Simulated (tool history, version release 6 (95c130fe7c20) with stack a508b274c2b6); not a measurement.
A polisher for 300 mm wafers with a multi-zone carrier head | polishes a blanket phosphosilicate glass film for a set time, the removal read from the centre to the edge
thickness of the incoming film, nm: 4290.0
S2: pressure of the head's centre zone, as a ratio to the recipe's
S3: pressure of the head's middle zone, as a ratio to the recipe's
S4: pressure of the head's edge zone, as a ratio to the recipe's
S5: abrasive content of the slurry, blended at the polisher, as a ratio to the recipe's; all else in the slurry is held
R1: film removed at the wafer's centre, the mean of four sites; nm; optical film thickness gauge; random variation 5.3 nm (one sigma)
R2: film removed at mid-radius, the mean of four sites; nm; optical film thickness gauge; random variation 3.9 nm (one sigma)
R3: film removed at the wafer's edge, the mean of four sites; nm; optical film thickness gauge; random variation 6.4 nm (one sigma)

{"run": 1, "hour": 0.0, "flow of slurry (ml/min)": 240, "S2": 1.0, "S3": 1.0, "S4": 1.0, "S5": 1.0, "polishing time (s)": 62, "R1": 718.41, "R2": 732.69, "R3": 721.99}
{"run": 2, "hour": 8.8, "flow of slurry (ml/min)": 240, "S2": 1.0, "S3": 1.0, "S4": 1.04, "S5": 1.0, "polishing time (s)": 62, "R1": 713.09, "R2": 710.37, "R3": 733.6}
{"run": 3, "hour": 11.0, "flow of slurry (ml/min)": 240, "S2": 1.0, "S3": 1.0, "S4": 1.04, "S5": 1.0, "polishing time (s)": 47, "R1": 538.55, "R2": 551.2, "R3": 555.09}
{"run": 4, "hour": 17.9, "flow of slurry (ml/min)": 235, "S2": 0.99, "S3": 0.99, "S4": 1.04, "S5": 1.0, "polishing time (s)": 47, "R1": 530.86, "R2": 544.12, "R3": 557.47}
{"run": 5, "hour": 21.7, "flow of slurry (ml/min)": 235, "S2": 0.98, "S3": 0.98, "S4": 1.04, "S5": 1.0, "polishing time (s)": 47, "R1": 537.11, "R2": 535.58, "R3": 564.92}
{"run": 6, "hour": 23.1, "flow of slurry (ml/min)": 235, "S2": 0.98, "S3": 0.98, "S4": 1.04, "S5": 1.0, "polishing time (s)": 59, "R1": 666.8, "R2": 675.71, "R3": 705.74}
{"run": 7, "hour": 29.1, "flow of slurry (ml/min)": 235, "S2": 0.98, "S3": 0.97, "S4": 1.04, "S5": 0.95, "polishing time (s)": 58, "R1": 636.6, "R2": 646.76, "R3": 672.55}
{"run": 8, "hour": 34.0, "flow of slurry (ml/min)": 195, "S2": 0.92, "S3": 0.87, "S4": 1.05, "S5": 0.7, "polishing time (s)": 56, "R1": 498.95, "R2": 504.06, "R3": 578.47}
{"run": 9, "hour": 39.6, "flow of slurry (ml/min)": 185, "S2": 0.92, "S3": 0.82, "S4": 0.97, "S5": 0.5, "polishing time (s)": 55, "R1": 430.03, "R2": 403.84, "R3": 469.41}
{"run": 10, "hour": 44.0, "flow of slurry (ml/min)": 190, "S2": 0.92, "S3": 0.82, "S4": 0.98, "S5": 0.5, "polishing time (s)": 55, "R1": 434.65, "R2": 408.43, "R3": 471.36}
{"run": 11, "hour": 49.8, "flow of slurry (ml/min)": 195, "S2": 0.92, "S3": 0.82, "S4": 0.99, "S5": 0.5, "polishing time (s)": 55, "R1": 439.04, "R2": 411.81, "R3": 477.46}
{"run": 12, "hour": 56.4, "flow of slurry (ml/min)": 200, "S2": 0.92, "S3": 0.82, "S4": 1.0, "S5": 0.5, "polishing time (s)": 55, "R1": 428.86, "R2": 408.11, "R3": 488.52}

Run 13 comes next. What will it give?
{"run": 13, "hour": 57.8, "flow of slurry (ml/min)": 200, "S2": 0.92, "S3": 0.83, "S4": 1.0, "S5": 0.5, "polishing time (s)": 55, "R1": "?", "R2": "?", "R3": "?"}

{"run 13": {"R1": 426.69, "R2": 418.13, "R3": 481.4}}
